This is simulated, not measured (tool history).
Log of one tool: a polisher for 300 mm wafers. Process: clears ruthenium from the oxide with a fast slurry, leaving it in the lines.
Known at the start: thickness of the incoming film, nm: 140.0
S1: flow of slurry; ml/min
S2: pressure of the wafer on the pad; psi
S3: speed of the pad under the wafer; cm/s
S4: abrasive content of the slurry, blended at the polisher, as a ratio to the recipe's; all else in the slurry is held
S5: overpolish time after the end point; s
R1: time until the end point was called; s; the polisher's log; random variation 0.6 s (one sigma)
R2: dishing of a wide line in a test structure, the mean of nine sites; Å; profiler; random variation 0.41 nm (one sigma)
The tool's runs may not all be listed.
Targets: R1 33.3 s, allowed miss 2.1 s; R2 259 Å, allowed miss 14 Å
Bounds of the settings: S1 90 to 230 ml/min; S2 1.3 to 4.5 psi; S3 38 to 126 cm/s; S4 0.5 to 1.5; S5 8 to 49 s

run    day   S1   S2  S3    S4  S5      R1      R2
  1      0  150  2.9  82     1  25  39.758  531.86
  2  0.092  150  3.4  82     1  25  33.324  582.59
  3  0.204  150  3.4  64     1  25  41.676  520.94
  4  0.458  140  3.4  68  0.95  23  41.821  485.76
  5  0.554  135  3.5  70   0.9  21  41.109  468.89
  6  0.658  130  3.6  72  0.85  19  39.923  433.47
  7  0.946  125  3.7  74   0.8  17  42.001  409.94
  8  1.121  120  3.8  76  0.75  16  41.765  374.76
  9  1.354  115  3.8  82   0.7  15  41.552  371.08

Which of these 5 next moves meets every target?
  A  1.588  115  4.5   72  0.75   8   ?   ?
  B  1.588   90  4.1  102  0.75   8   ?   ?
  C  1.588  140  4.5   82  0.75  24   ?   ?
  D  1.588  105  4.3   68   0.8   8   ?   ?
  E  1.588  120  3.4   88  0.85   8   ?   ?

move      R1      R2
   A  37.831  239.08
   B  33.219  266.84
   C   32.47  595.14
   D  40.299  226.45
   E   37.75  239.51
A: takes the result that was furthest off past its target
B: meets every target
C: further off than the last run
D: takes the result that was furthest off past its target
E: takes the result that was furthest off past its target
Answer: B
